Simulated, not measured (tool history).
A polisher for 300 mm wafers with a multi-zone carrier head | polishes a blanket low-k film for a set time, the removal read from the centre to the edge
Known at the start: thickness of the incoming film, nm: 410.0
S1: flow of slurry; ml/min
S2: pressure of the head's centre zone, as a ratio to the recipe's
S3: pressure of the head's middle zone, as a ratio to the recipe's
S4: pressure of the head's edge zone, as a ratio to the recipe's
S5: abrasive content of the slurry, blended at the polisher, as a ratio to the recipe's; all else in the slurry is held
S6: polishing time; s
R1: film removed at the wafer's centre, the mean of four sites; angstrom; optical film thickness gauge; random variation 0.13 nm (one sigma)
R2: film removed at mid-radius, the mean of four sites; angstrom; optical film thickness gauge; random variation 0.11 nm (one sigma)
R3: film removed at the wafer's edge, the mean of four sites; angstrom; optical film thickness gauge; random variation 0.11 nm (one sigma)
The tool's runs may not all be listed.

run	hour	S1	S2	S3	S4	S5	S6	R1	R2	R3
1	0.0	265	1.00	1.00	1.00	1.00	49	135.680	143.07	140.480
2	2.5	265	0.99	1.01	0.98	0.90	47	122.720	131.54	127.070
3	8.6	265	0.99	1.01	0.98	0.90	42	109.470	116.29	112.430
4	13.0	265	0.92	1.01	0.98	0.90	42	102.890	115.40	111.400
5	17.9	265	0.92	1.02	0.96	0.85	42	100.240	114.24	108.220
6	23.1	265	0.92	1.03	0.94	0.80	42	98.476	111.48	103.420
7	25.1	265	0.91	1.04	0.92	0.75	42	95.155	110.70	99.376
8	32.6	265	0.90	1.04	0.90	0.70	42	88.734	107.26	95.163
9	37.1	265	0.91	1.04	0.89	0.70	42	89.857	107.05	93.836
10	45.1	265	0.91	1.04	0.88	0.70	42	90.433	103.71	93.236
11	52.7	265	0.91	1.05	0.87	0.70	42	88.319	108.02	92.839
12	60.8	265	0.92	1.05	0.86	0.70	42	90.801	108.85	95.467

The next listed run, before its measurement:
13	62.5	270	0.92	1.05	0.86	0.65	42	?	?	?

Run 13 gave R1 87.122 angstrom, R2 102.08 angstrom, R3 91.269 angstrom.
